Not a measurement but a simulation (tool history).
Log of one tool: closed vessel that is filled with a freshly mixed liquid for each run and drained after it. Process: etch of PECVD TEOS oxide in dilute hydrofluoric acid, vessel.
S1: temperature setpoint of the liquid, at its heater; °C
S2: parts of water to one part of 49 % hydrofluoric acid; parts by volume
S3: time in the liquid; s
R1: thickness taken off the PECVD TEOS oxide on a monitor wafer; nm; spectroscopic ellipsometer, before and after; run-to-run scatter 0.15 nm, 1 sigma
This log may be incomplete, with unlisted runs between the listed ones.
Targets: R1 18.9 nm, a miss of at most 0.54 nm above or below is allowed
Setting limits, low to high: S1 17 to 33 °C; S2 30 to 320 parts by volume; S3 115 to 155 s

run 1 hour=0 | S1=25 S2=175 S3=155 | R1=6.7286
run 2 hour=5.7 | S1=27 S2=140 S3=155 | R1=9.3338
run 3 hour=11.6 | S1=29 S2=140 S3=155 | R1=10.296
run 4 hour=14.8 | S1=29 S2=140 S3=115 | R1=7.5652
-- hour=19.8 hydrofluoric acid flow meter replaced
run 5 hour=19.8 | S1=29 S2=80 S3=115 | R1=15.963
run 6 hour=23.9 | S1=29.5 S2=75 S3=115 | R1=17.389
run 7 hour=25.7 | S1=30 S2=75 S3=115 | R1=18.157
run 8 hour=32.7 | S1=30.5 S2=75 S3=115 | R1=18.064

5 candidate next runs follow, results not yet known. Just one meets every target within its allowed miss. Identify it.
run A hour=39.7 | S1=32.5 S2=75 S3=120 | R1=?
run B hour=39.7 | S1=32 S2=80 S3=130 | R1=?
run C hour=39.7 | S1=31.5 S2=70 S3=115 | R1=?
run D hour=39.7 | S1=28 S2=85 S3=150 | R1=?
run E hour=39.7 | S1=33 S2=95 S3=150 | R1=?

move=A R1=20.24
move=B R1=20.019
move=C R1=20.167
move=D R1=18.533
move=E R1=19.728
A: moves the result that the last run missed by most past its target, out the other side
B: moves the result that the last run missed by most past its target, out the other side
C: moves the result that the last run missed by most past its target, out the other side
D: all results in spec
E: moves the result that the last run missed by most past its target, out the other side
The right move is D.

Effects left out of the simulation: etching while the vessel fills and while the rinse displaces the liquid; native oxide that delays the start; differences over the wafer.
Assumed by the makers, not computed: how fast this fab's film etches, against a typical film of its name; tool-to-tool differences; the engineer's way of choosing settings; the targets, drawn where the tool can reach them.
